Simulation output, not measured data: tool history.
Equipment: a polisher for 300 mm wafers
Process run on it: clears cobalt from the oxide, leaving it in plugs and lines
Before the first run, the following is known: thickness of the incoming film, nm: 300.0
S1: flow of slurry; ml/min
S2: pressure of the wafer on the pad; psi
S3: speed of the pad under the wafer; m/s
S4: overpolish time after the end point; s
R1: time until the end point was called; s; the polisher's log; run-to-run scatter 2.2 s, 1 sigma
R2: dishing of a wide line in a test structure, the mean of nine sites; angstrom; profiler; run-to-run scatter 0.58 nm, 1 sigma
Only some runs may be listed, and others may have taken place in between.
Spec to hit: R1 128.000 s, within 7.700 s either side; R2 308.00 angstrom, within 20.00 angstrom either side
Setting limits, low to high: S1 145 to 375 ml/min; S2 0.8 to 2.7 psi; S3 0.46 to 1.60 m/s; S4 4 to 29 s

run 1 hour=0.0 | S1=240 S2=1.7 S3=1.02 S4=15 | R1=73.989 R2=322.22
run 2 hour=5.5 | S1=240 S2=1.7 S3=1.02 S4=21 | R1=73.301 R2=374.19
run 3 hour=14.0 | S1=240 S2=1.7 S3=1.02 S4=26 | R1=72.473 R2=389.72
run 4 hour=22.0 | S1=240 S2=1.6 S3=1.02 S4=26 | R1=78.727 R2=394.03
run 5 hour=30.7 | S1=220 S2=1.6 S3=1.02 S4=26 | R1=80.082 R2=382.84
run 6 hour=34.6 | S1=220 S2=1.4 S3=1.02 S4=26 | R1=90.918 R2=359.22
run 7 hour=38.0 | S1=220 S2=1.3 S3=1.02 S4=26 | R1=96.236 R2=357.37
run 8 hour=45.2 | S1=220 S2=1.2 S3=1.02 S4=26 | R1=105.610 R2=333.56

Exactly one of the 5 candidate moves below puts every result within its allowed miss. Which one?
run A hour=52.4 | S1=260 S2=1.4 S3=1.18 S4=16 | R1=? R2=?
run B hour=52.4 | S1=165 S2=1.6 S3=1.14 S4=17 | R1=? R2=?
run C hour=52.4 | S1=235 S2=1.3 S3=1.20 S4=20 | R1=? R2=?
run D hour=52.4 | S1=230 S2=1.0 S3=1.00 S4=25 | R1=? R2=?
run E hour=52.4 | S1=200 S2=1.1 S3=1.28 S4=21 | R1=? R2=?

move=A R1=76.886 R2=307.77
move=B R1=74.689 R2=321.38
move=C R1=82.200 R2=331.95
move=D R1=126.450 R2=301.36
move=E R1=92.602 R2=321.63
A: moves away from the targets compared with the last run
B: moves away from the targets compared with the last run
C: moves away from the targets compared with the last run
D: each result inside its tolerance
E: moves away from the targets compared with the last run
Answer: D

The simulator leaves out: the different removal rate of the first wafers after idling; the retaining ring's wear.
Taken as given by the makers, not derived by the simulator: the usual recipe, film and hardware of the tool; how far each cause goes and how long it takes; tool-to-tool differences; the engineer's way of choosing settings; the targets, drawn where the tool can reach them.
